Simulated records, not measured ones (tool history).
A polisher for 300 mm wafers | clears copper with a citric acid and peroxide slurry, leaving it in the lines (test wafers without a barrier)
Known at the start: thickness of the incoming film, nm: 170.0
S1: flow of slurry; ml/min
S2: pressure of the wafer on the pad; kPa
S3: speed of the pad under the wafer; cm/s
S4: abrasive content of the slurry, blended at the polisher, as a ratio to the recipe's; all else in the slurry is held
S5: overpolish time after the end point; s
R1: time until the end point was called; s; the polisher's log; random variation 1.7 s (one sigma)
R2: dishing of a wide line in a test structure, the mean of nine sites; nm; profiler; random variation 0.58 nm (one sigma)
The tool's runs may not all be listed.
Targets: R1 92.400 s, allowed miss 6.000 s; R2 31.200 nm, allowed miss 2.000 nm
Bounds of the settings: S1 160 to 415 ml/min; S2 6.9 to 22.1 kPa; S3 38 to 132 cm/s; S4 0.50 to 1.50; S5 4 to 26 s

{"run": 1, "day": 0.0, "S1": 265, "S2": 14.5, "S3": 84, "S4": 1.0, "S5": 13, "R1": 153.68, "R2": 12.501}
{"run": 2, "day": 0.196, "S1": 200, "S2": 14.5, "S3": 84, "S4": 1.0, "S5": 13, "R1": 157.18, "R2": 12.059}
{"run": 3, "day": 0.367, "S1": 200, "S2": 15.2, "S3": 86, "S4": 1.0, "S5": 14, "R1": 146.84, "R2": 13.662}
{"run": 4, "day": 0.688, "S1": 200, "S2": 12.4, "S3": 86, "S4": 1.0, "S5": 14, "R1": 174.74, "R2": 11.377}
{"run": 5, "day": 0.983, "S1": 200, "S2": 13.8, "S3": 88, "S4": 1.0, "S5": 15, "R1": 158.46, "R2": 13.389}
{"run": 6, "day": 1.2, "S1": 200, "S2": 13.8, "S3": 72, "S4": 1.0, "S5": 15, "R1": 192.53, "R2": 11.543}
{"run": 7, "day": 1.425, "S1": 210, "S2": 17.9, "S3": 96, "S4": 1.05, "S5": 21, "R1": 109.72, "R2": 25.361}
{"run": 8, "day": 1.546, "S1": 210, "S2": 17.9, "S3": 96, "S4": 1.05, "S5": 21, "R1": 109.5, "R2": 25.995}
{"run": 9, "day": 1.904, "S1": 210, "S2": 17.9, "S3": 96, "S4": 1.05, "S5": 21, "R1": 108.52, "R2": 25.38}
{"run": 10, "day": 2.212, "S1": 210, "S2": 19.3, "S3": 96, "S4": 1.05, "S5": 22, "R1": 100.7, "R2": 27.662}

4 next moves are on the table. One of them brings every result within its allowed miss. Which?
{"run": "A", "day": 2.521, "S1": 225, "S2": 18.6, "S3": 122, "S4": 1.25, "S5": 24, "R1": "?", "R2": "?"}
{"run": "B", "day": 2.521, "S1": 330, "S2": 22.1, "S3": 94, "S4": 0.7, "S5": 23, "R1": "?", "R2": "?"}
{"run": "C", "day": 2.521, "S1": 255, "S2": 20.7, "S3": 98, "S4": 1.05, "S5": 26, "R1": "?", "R2": "?"}
{"run": "D", "day": 2.521, "S1": 240, "S2": 18.6, "S3": 98, "S4": 1.05, "S5": 25, "R1": "?", "R2": "?"}

move=A R1=81.871 R2=37.244
move=B R1=96.295 R2=31.777
move=C R1=93.355 R2=35.932
move=D R1=104.200 R2=31.735
A: takes the result that was furthest off past its target
B: meets every target
C: takes the result that was furthest off past its target
D: brings the result that was furthest off to its target, and leaves another outside
The right move is B.
